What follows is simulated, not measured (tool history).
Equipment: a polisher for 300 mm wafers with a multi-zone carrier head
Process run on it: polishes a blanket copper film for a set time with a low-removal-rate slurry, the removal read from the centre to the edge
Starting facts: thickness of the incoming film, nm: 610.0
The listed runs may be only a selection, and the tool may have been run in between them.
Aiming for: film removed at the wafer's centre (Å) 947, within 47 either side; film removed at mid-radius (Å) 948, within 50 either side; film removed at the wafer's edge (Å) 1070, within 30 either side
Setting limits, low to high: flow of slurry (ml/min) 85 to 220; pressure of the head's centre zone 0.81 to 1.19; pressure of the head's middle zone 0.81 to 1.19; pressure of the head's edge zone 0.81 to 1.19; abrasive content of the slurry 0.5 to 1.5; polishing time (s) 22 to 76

run,day,flow of slurry (ml/min),pressure of the head's centre zone,pressure of the head's middle zone,pressure of the head's edge zone,abrasive content of the slurry,polishing time (s),film removed at the wafer's centre (Å),film removed at mid-radius (Å),film removed at the wafer's edge (Å)
1,0,140,1,1,1,1,49,1576.7,1616.2,1622.2
2,0.283,130,0.97,0.96,0.98,0.85,46,1375.1,1376.3,1437.4
3,0.588,105,0.97,0.96,0.98,0.85,46,1283.9,1259,1369.9
4,0.925,105,0.97,0.96,0.94,0.85,46,1255.1,1281.6,1363.4
5,1.008,105,0.92,0.96,0.94,0.85,46,1202.8,1268.5,1340.8
6,1.062,100,0.91,0.94,0.93,0.75,44,1110.8,1149.6,1227
7,1.267,95,0.89,0.92,0.92,0.7,44,1040.5,1063.8,1179.5
8,1.421,95,0.88,0.91,0.9,0.65,44,1012.9,1056,1146.3
9,1.708,95,0.88,0.89,0.89,0.65,44,1019,1047.9,1146.7
10,1.85,95,0.88,0.88,0.88,0.6,44,983.44,1050.7,1119.9

5 candidate next runs follow, results not yet known. Just one meets every target within its allowed miss. Identify it.
A,1.992,130,0.83,1,0.81,0.5,43,?,?,?
B,1.992,145,0.83,1,0.81,0.5,41,?,?,?
C,1.992,120,0.86,0.98,0.81,0.55,45,?,?,?
D,1.992,85,0.89,0.86,0.85,0.65,43,?,?,?
E,1.992,85,0.9,0.88,0.87,0.65,46,?,?,?

move,film removed at the wafer's centre (Å),film removed at mid-radius (Å),film removed at the wafer's edge (Å)
A,958.69,1140.2,1070.9
B,940.28,1114.6,1039.3
C,1040.8,1177.4,1132.2
D,940.22,938.63,1069.4
E,1017.4,1023.3,1155.7
A: lands further from the targets than the last run did
B: lands further from the targets than the last run did
C: lands further from the targets than the last run did
D: in spec on every target
E: lands further from the targets than the last run did
Answer: D
